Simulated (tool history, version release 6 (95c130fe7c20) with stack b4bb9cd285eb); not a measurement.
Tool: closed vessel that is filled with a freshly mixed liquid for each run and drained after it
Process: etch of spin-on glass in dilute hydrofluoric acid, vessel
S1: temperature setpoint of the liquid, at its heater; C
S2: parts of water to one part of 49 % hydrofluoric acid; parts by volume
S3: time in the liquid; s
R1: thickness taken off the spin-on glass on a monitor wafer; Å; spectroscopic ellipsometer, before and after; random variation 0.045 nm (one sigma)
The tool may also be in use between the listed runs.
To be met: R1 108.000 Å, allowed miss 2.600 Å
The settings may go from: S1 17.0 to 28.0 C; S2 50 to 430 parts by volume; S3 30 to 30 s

run,hour,S1,S2,S3,R1
1,0.0,20.0,240,30,34.624
2,3.5,21.0,220,30,40.322
3,7.0,21.0,220,30,40.030
4,15.9,22.0,200,30,46.653
5,17.2,19.5,200,30,42.343
6,23.0,20.5,185,30,48.553
7,23.8,21.5,175,30,53.917
8,25.2,22.5,165,30,59.380
9,27.1,23.0,155,30,65.543
10,34.8,23.5,150,30,69.357
11,35.9,24.0,145,30,73.754
12,41.5,24.5,140,30,77.813
13,46.0,28.0,95,30,139.340
14,46.8,27.5,95,30,137.540
15,48.7,27.0,95,30,134.560
16,53.0,26.5,95,30,131.530
17,55.1,26.0,95,30,129.230
18,64.0,25.5,95,30,126.720
19,71.7,25.0,95,30,123.920
20,75.8,24.5,95,30,121.930

5 next moves are on the table. One of them brings every result within its allowed miss. Which?
A,79.9,22.5,75,30,?
B,79.9,25.0,85,30,?
C,79.9,24.5,105,30,?
D,79.9,25.0,100,30,?
E,79.9,26.5,120,30,?

move,R1
A,145.980
B,140.680
C,108.880
D,117.320
E,101.030
A: further off than the last run
B: further off than the last run
C: meets every target
D: nearer than the last run, and not there yet
E: takes the result that was furthest off past its target
Answer: C
